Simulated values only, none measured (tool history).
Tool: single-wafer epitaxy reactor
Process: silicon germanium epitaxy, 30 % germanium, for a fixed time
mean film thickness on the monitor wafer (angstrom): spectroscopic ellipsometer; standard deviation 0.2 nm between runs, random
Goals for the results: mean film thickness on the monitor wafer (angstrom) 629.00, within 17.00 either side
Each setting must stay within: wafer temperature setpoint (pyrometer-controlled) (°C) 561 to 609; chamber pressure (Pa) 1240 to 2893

run,hour,wafer temperature setpoint (pyrometer-controlled) (°C),chamber pressure (Pa),mean film thickness on the monitor wafer (angstrom)
1,0.0,585,2066,469.22
2,6.6,588,2080,496.88
3,8.9,590,2093,515.98
4,16.0,592,2106,537.37
5,24.4,592,1960,524.95
6,29.9,592,1587,492.75
7,34.8,595,1600,520.25
8,42.1,597,1613,542.45
9,50.7,599,1613,564.00
10,56.5,600,1613,571.41
11,64.2,601,1613,584.49
12,68.6,602,1613,596.14
13,74.0,603,1613,604.84

Pick the move, out of 4, that brings all results within their allowed miss; only one does.
A,79.4,607,1760,?
B,79.4,604,1773,?
C,79.4,601,1720,?
D,79.4,600,1573,?

move,mean film thickness on the monitor wafer (angstrom)
A,666.53
B,633.74
C,595.64
D,570.27
A: carries the result that was furthest off beyond its target, to the other side
B: meets every target
C: the biggest miss grows against the last run
D: the biggest miss grows against the last run
Answer: B
